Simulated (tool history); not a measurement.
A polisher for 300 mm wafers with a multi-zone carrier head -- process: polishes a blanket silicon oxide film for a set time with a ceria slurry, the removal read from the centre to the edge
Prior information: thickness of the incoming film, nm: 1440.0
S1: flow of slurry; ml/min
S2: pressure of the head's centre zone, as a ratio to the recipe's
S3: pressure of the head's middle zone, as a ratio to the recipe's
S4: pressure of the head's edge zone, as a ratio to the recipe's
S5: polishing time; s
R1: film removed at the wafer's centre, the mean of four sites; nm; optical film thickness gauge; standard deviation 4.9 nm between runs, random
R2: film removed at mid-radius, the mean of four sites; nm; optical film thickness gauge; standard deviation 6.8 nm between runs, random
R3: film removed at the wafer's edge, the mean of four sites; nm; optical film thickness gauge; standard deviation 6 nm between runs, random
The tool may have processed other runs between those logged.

run  hour   S1    S2    S3    S4  S5      R1      R2      R3
  1   0.0  285  1.00  1.00  1.00  75  352.47  338.12  350.96
  2   4.2  285  1.00  0.93  1.00  75  352.97  324.47  345.88
  3  10.5  290  1.00  0.95  0.99  77  366.31  344.24  342.61
  4  14.1  245  1.00  0.95  0.99  77  357.15  327.49  353.76
  5  17.1  245  1.00  1.00  0.99  77  359.65  348.67  341.09
  6  20.4  250  1.00  1.02  1.00  78  361.49  362.50  350.29
  7  22.1  255  1.01  1.03  1.01  79  369.00  369.20  354.60
  8  28.1  260  1.01  1.04  1.02  81  380.58  381.14  369.56
  9  33.8  265  1.01  1.05  1.03  82  391.40  384.44  385.81
 10  39.2  270  1.01  1.06  1.03  83  393.06  392.95  394.11
 11  46.2  270  1.01  1.07  1.03  84  400.42  414.68  380.22
 12  47.4  275  1.01  1.08  1.04  85  400.61  411.49  391.87
 13  50.8  275  1.01  1.09  1.04  86  406.40  420.67  410.70

What will run 14 give?
 14  58.3  275  1.01  1.10  1.04  87   ?   ?   ?

{"run 14": {"R1": 407.85, "R2": 434.76, "R3": 402.91}}
